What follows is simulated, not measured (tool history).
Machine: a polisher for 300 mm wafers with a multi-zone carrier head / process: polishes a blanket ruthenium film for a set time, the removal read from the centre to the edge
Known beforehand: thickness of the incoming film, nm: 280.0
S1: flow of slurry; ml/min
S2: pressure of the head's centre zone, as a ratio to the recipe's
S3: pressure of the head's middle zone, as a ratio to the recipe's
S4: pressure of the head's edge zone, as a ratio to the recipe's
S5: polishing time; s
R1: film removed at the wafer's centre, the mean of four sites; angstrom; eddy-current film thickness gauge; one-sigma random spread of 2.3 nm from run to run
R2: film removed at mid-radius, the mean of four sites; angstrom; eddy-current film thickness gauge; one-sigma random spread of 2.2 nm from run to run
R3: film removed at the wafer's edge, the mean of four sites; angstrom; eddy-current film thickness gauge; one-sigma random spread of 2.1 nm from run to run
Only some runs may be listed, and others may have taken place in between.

run	day	S1	S2	S3	S4	S5	R1	R2	R3
1	0	140	1	1	1	60	1053.2	1114.9	1065.4
2	0.133	150	1.04	1.03	1.02	64	1216.4	1247.8	1149.2
3	0.496	155	1.06	1.04	1.04	67	1281	1294.8	1234.2
4	0.646	165	1.09	1.06	1.04	70	1437	1427.7	1289.7
5	0.767	165	1.05	1.06	1.04	70	1372.3	1392.7	1266.3
6	0.842	165	1.07	1.07	1.05	72	1441.3	1460.3	1301.6
7	0.862	170	1.08	1.07	1.06	74	1483.9	1529.2	1377.4
8	1.075	175	1.1	1.07	1.06	75	1518.7	1523.1	1414.2

The next listed run, before its measurement:
9	1.408	175	1.1	1.07	1.06	75	?	?	?

R1: 1510.7 angstrom
R2: 1490.8 angstrom
R3: 1348.5 angstrom

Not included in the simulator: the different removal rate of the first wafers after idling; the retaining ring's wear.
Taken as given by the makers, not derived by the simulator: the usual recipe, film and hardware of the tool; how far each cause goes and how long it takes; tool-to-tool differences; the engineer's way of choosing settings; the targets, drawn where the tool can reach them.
